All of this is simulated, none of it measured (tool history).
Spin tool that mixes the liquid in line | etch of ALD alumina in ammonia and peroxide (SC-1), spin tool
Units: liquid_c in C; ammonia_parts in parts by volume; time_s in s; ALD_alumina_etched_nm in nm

run,hour,liquid_c,ammonia_parts,time_s,ALD_alumina_etched_nm
1,0.0,48.0,0.60,85,4.6461
2,3.9,48.0,0.60,85,4.6122
3,4.7,48.0,0.75,85,4.6754
4,6.5,48.0,0.75,85,4.6955
5,10.1,48.0,0.65,85,4.6115
6,12.9,41.0,0.65,85,3.0950
7,19.9,42.5,0.65,85,3.4292
8,24.3,43.5,0.65,85,3.5777
9,26.1,44.5,0.65,85,3.8380
10,32.0,45.5,0.65,85,4.0366

The next listed run, before its measurement:
11,39.0,45.5,0.65,85,?

ALD_alumina_etched_nm: 4.0142 nm
